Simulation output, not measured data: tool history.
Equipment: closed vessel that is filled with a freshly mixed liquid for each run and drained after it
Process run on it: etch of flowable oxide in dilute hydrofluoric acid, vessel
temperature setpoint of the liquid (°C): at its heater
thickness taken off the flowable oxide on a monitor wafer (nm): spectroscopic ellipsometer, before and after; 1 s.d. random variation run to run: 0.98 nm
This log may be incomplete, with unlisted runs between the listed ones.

run	hour	temperature setpoint of the liquid (°C)	parts of water to one part of 49 % hydrofluoric acid (parts by volume)	time in the liquid (s)	thickness taken off the flowable oxide on a monitor wafer (nm)
1	0.0	20.0	265	720	97.204
2	1.9	17.0	265	720	87.472
3	9.6	19.5	265	720	95.744
4	15.4	19.5	330	720	72.871
5	16.4	19.5	330	720	72.644
6	24.2	21.0	295	720	87.927
7	25.7	25.0	190	720	175.790
8	32.1	25.5	190	720	178.960
9	40.4	26.0	190	720	181.780
10	44.9	26.5	190	720	186.330

Forecast run 11:
# hour 45.5: hydrofluoric acid flow meter replaced
11	45.5	27.0	190	720	?

thickness taken off the flowable oxide on a monitor wafer (nm): 166.880

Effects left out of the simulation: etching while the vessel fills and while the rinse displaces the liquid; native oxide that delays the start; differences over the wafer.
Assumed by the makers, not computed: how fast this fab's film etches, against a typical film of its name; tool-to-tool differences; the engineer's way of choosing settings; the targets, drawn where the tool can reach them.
